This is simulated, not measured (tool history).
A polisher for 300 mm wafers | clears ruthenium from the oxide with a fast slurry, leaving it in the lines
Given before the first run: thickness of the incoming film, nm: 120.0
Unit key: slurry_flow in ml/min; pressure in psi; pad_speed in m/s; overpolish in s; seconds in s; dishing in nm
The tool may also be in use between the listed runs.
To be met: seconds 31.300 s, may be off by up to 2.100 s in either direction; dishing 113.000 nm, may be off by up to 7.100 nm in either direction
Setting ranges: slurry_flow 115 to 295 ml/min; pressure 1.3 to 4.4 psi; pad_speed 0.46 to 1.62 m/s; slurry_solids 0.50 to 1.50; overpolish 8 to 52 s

run 1 hour=0.0 | slurry_flow=190 pressure=2.8 pad_speed=1.04 slurry_solids=1.00 overpolish=26 | seconds=31.635 dishing=70.661
run 2 hour=1.9 | slurry_flow=190 pressure=2.8 pad_speed=1.04 slurry_solids=1.00 overpolish=31 | seconds=31.807 dishing=83.521
run 3 hour=10.1 | slurry_flow=190 pressure=2.8 pad_speed=1.04 slurry_solids=0.80 overpolish=31 | seconds=37.534 dishing=74.565
run 4 hour=15.0 | slurry_flow=190 pressure=2.8 pad_speed=1.04 slurry_solids=0.65 overpolish=31 | seconds=46.685 dishing=62.621
run 5 hour=21.8 | slurry_flow=150 pressure=2.8 pad_speed=1.04 slurry_solids=0.65 overpolish=31 | seconds=49.434 dishing=61.987
run 6 hour=26.8 | slurry_flow=150 pressure=2.8 pad_speed=1.04 slurry_solids=0.65 overpolish=35 | seconds=48.132 dishing=65.140
run 7 hour=30.4 | slurry_flow=165 pressure=3.1 pad_speed=1.04 slurry_solids=0.65 overpolish=38 | seconds=44.611 dishing=80.410
run 8 hour=32.2 | slurry_flow=180 pressure=3.4 pad_speed=1.06 slurry_solids=0.65 overpolish=38 | seconds=39.095 dishing=85.219
run 9 hour=41.1 | slurry_flow=185 pressure=3.6 pad_speed=1.08 slurry_solids=0.65 overpolish=40 | seconds=34.707 dishing=93.077
run 10 hour=44.8 | slurry_flow=190 pressure=3.7 pad_speed=1.08 slurry_solids=0.65 overpolish=42 | seconds=34.330 dishing=100.220
run 11 hour=48.2 | slurry_flow=195 pressure=3.8 pad_speed=1.08 slurry_solids=0.65 overpolish=43 | seconds=32.920 dishing=102.870
run 12 hour=51.9 | slurry_flow=195 pressure=3.8 pad_speed=1.08 slurry_solids=0.65 overpolish=44 | seconds=34.886 dishing=103.660

Which of these 5 next moves meets every target?
run A hour=55.6 | slurry_flow=240 pressure=4.2 pad_speed=1.26 slurry_solids=0.55 overpolish=47 | seconds=? dishing=?
run B hour=55.6 | slurry_flow=170 pressure=3.8 pad_speed=0.92 slurry_solids=0.80 overpolish=33 | seconds=? dishing=?
run C hour=55.6 | slurry_flow=205 pressure=3.3 pad_speed=1.20 slurry_solids=0.70 overpolish=36 | seconds=? dishing=?
run D hour=55.6 | slurry_flow=215 pressure=3.9 pad_speed=1.10 slurry_solids=0.60 overpolish=39 | seconds=? dishing=?
run E hour=55.6 | slurry_flow=115 pressure=4.4 pad_speed=1.10 slurry_solids=0.65 overpolish=34 | seconds=? dishing=?

move=A seconds=32.366 dishing=114.500
move=B seconds=32.722 dishing=88.239
move=C seconds=32.147 dishing=95.417
move=D seconds=35.470 dishing=94.138
move=E seconds=31.075 dishing=93.797
A: every result lands within tolerance
B: brings the result that was furthest off to its target, and leaves another outside
C: brings the result that was furthest off to its target, and leaves another outside
D: misses by more than the last run did
E: brings the result that was furthest off to its target, and leaves another outside
So the answer is move A, the one that meets all the targets.

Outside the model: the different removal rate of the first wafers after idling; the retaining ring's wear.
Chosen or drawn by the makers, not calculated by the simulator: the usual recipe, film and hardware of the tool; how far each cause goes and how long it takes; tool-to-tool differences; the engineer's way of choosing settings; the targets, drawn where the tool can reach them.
